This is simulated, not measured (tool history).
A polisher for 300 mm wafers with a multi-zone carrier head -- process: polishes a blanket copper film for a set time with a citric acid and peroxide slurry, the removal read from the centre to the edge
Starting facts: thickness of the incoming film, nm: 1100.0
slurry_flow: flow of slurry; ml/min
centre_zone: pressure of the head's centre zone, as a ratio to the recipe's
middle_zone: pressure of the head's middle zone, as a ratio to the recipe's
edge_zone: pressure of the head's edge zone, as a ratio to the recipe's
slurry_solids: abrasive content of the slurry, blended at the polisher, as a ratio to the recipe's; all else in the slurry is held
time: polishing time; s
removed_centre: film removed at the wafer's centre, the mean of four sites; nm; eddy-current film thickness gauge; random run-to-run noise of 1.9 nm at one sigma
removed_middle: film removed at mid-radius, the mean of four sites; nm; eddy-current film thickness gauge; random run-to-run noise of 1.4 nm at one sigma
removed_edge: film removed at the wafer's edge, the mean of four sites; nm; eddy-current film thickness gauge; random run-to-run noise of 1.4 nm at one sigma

| run | hour | slurry_flow | centre_zone | middle_zone | edge_zone | slurry_solids | time | removed_centre | removed_middle | removed_edge |
|---|---|---|---|---|---|---|---|---|---|---|
| 1 | 0 | 195 | 1 | 1 | 1 | 1 | 58 | 242.16 | 240.09 | 234.83 |
| 2 | 0.8 | 185 | 0.98 | 0.96 | 0.96 | 0.85 | 55 | 210.67 | 215.24 | 215.92 |
| 3 | 6.9 | 185 | 0.98 | 0.96 | 0.96 | 0.65 | 55 | 206.09 | 208.79 | 205.65 |
| 4 | 14 | 185 | 0.98 | 0.96 | 0.96 | 0.65 | 69 | 253.79 | 259.75 | 260.72 |
| 5 | 16.1 | 180 | 0.98 | 0.93 | 0.94 | 0.6 | 61 | 225.83 | 221.68 | 224.31 |
| 6 | 18.1 | 175 | 0.97 | 0.91 | 0.92 | 0.55 | 56 | 199.77 | 191.17 | 201.78 |
| 7 | 26.4 | 175 | 0.96 | 0.91 | 0.9 | 0.55 | 53 | 187.85 | 187.85 | 190.68 |

Forecast run 8:
| 8 | 29.8 | 140 | 0.96 | 0.81 | 0.84 | 0.5 | 44 | ? | ? | ? |

Run 8 gave removed_centre 145.68 nm, removed_middle 130.62 nm, removed_edge 149.64 nm.

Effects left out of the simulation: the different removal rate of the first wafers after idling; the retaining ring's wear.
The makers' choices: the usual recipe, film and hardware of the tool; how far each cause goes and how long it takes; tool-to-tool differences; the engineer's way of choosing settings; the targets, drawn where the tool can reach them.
